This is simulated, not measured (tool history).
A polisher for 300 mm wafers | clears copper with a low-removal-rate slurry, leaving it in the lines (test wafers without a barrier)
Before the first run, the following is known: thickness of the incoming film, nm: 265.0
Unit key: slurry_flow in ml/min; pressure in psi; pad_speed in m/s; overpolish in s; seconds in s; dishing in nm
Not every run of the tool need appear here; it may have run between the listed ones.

{"run": 1, "hour": 0.0, "slurry_flow": 150, "pressure": 2.3, "pad_speed": 1.08, "slurry_solids": 1, "overpolish": 14, "seconds": 91.887, "dishing": 27.22}
{"run": 2, "hour": 2.1, "slurry_flow": 175, "pressure": 2.3, "pad_speed": 1.08, "slurry_solids": 1, "overpolish": 14, "seconds": 87.417, "dishing": 28.275}
{"run": 3, "hour": 9.7, "slurry_flow": 175, "pressure": 2.3, "pad_speed": 1.08, "slurry_solids": 1, "overpolish": 18, "seconds": 87.831, "dishing": 34.954}
{"run": 4, "hour": 18.0, "slurry_flow": 175, "pressure": 2.3, "pad_speed": 1.08, "slurry_solids": 1, "overpolish": 21, "seconds": 90.546, "dishing": 39.778}
{"run": 5, "hour": 23.6, "slurry_flow": 210, "pressure": 2.3, "pad_speed": 1.08, "slurry_solids": 1, "overpolish": 21, "seconds": 85.319, "dishing": 40.607}
{"run": 6, "hour": 32.1, "slurry_flow": 210, "pressure": 2.4, "pad_speed": 1.08, "slurry_solids": 1, "overpolish": 21, "seconds": 85.95, "dishing": 42.666}
{"run": 7, "hour": 40.2, "slurry_flow": 210, "pressure": 2.5, "pad_speed": 1.08, "slurry_solids": 1, "overpolish": 21, "seconds": 81.317, "dishing": 43.249}

What does the tool deliver on the next run?
{"run": 8, "hour": 42.5, "slurry_flow": 210, "pressure": 2.6, "pad_speed": 1.08, "slurry_solids": 1, "overpolish": 21, "seconds": "?", "dishing": "?"}

Run 8 measured seconds 79.042 s, dishing 44.508 nm.

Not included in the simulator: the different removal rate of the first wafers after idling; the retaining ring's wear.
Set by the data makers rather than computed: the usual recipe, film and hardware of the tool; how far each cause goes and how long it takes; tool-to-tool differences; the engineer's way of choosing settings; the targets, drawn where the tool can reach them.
